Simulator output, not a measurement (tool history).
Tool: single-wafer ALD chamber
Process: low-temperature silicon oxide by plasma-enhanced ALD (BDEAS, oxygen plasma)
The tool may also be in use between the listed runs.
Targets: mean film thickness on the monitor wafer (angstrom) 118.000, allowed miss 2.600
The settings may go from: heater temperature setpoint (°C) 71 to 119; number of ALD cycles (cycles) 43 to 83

run	day	heater temperature setpoint (°C)	number of ALD cycles (cycles)	mean film thickness on the monitor wafer (angstrom)
1	0.000	95	63	96.601
2	0.292	103	63	95.051
3	0.512	110	63	93.088
4	0.658	106	67	100.500
5	0.804	106	73	108.890
6	0.854	103	74	111.150
7	1.004	101	75	113.100
8	1.321	100	76	114.260

5 next moves are on the table. One of them brings every result within its allowed miss. Which?
A	1.638	103	75	?
B	1.638	97	73	?
C	1.638	92	72	?
D	1.638	98	82	?
E	1.638	100	78	?

move	mean film thickness on the monitor wafer (angstrom)
A	112.330
B	111.160
C	111.690
D	124.400
E	117.490
A: further off than the last run
B: further off than the last run
C: further off than the last run
D: takes the result that was furthest off past its target
E: meets every target
Answer: E

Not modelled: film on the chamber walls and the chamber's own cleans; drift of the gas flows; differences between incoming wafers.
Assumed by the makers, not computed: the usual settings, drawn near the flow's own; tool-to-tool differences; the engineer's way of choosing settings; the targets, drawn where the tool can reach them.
